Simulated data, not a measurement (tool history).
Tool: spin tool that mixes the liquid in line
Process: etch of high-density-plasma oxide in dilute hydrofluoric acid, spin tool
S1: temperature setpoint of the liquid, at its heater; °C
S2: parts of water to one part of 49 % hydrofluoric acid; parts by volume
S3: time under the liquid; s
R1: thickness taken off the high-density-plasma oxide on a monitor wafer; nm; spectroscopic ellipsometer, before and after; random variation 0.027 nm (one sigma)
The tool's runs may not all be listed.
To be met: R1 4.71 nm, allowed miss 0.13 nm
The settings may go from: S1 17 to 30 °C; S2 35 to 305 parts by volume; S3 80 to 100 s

run,hour,S1,S2,S3,R1
1,0,22,170,100,2.7488
2,5.6,23,165,100,2.9391
3,6.9,23,140,100,3.6181
4,8.9,24,140,100,3.7116
5,17.3,22,140,100,3.4195
6,21.1,22,140,100,3.4144
7,28.9,23,140,100,3.5576
8,34.4,24,140,100,3.6991
9,37.9,28,135,100,4.4958

Which of these 5 next moves meets every target?
A,41.4,27.5,140,100,?
B,41.4,27.5,115,80,?
C,41.4,24.5,115,100,?
D,41.4,29,145,100,?
E,41.4,29.5,145,100,?

move,R1
A,4.2491
B,4.2727
C,4.759
D,4.308
E,4.3871
A: further off than the last run
B: further off than the last run
C: meets every target
D: further off than the last run
E: further off than the last run
Move C is the one to make.

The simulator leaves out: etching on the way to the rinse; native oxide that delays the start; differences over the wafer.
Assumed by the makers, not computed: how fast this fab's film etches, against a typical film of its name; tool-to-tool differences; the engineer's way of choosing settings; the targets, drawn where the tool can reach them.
